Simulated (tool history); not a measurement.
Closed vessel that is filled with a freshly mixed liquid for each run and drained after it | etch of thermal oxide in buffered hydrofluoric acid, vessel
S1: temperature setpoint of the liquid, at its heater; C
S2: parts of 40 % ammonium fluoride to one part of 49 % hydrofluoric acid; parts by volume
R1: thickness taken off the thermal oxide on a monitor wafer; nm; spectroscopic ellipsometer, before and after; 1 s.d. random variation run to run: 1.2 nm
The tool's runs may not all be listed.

{"run": 1, "day": 0.0, "S1": 24.0, "S2": 10.0, "time in the liquid (s)": 100, "R1": 115.94}
{"run": 2, "day": 0.221, "S1": 24.0, "S2": 8.5, "time in the liquid (s)": 100, "R1": 129.6}
{"run": 3, "day": 0.342, "S1": 26.0, "S2": 8.5, "time in the liquid (s)": 100, "R1": 146.15}
{"run": 4, "day": 0.583, "S1": 27.5, "S2": 8.5, "time in the liquid (s)": 100, "R1": 159.2}
{"run": 5, "day": 0.833, "S1": 28.5, "S2": 8.5, "time in the liquid (s)": 100, "R1": 166.22}
{"run": 6, "day": 1.017, "S1": 29.5, "S2": 8.5, "time in the liquid (s)": 100, "R1": 175.61}
{"run": 7, "day": 1.117, "S1": 30.0, "S2": 8.5, "time in the liquid (s)": 100, "R1": 180.82}

What does the tool deliver on the next run?
{"run": 8, "day": 1.467, "S1": 30.5, "S2": 8.5, "time in the liquid (s)": 100, "R1": "?"}

Run 8 measured R1 184.24 nm.
